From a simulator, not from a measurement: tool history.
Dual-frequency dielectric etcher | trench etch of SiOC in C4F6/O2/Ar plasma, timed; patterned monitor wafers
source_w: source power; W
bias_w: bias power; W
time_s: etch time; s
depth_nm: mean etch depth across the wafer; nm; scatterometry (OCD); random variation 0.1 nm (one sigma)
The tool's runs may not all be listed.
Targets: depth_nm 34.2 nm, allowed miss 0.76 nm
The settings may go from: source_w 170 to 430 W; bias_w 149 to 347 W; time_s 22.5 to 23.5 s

run,hour,source_w,bias_w,time_s,depth_nm
1,0,300,248,22.5,42.448
2,6.2,300,272,22.5,44.218
3,8.2,360,272,22.5,47.86
4,9.2,360,272,22.5,47.772
5,11.9,340,263,22.5,45.987
6,14.4,380,263,22.5,48.333
7,18.6,360,255,22.5,46.869
8,23.1,340,248,22.5,45.244
9,28.4,280,198,22.5,38.128

5 next moves are on the table. One of them brings every result within its allowed miss. Which?
A,33.7,270,178,22.5,?
B,33.7,210,205,22.5,?
C,33.7,260,171,23,?
D,33.7,230,154,23,?
E,33.7,230,152,22.5,?

move,depth_nm
A,36.277
B,33.988
C,35.943
D,32.738
E,31.881
A: nearer than the last run, and not there yet
B: meets every target
C: nearer than the last run, and not there yet
D: takes the result that was furthest off past its target
E: takes the result that was furthest off past its target
Move B is the one to make.
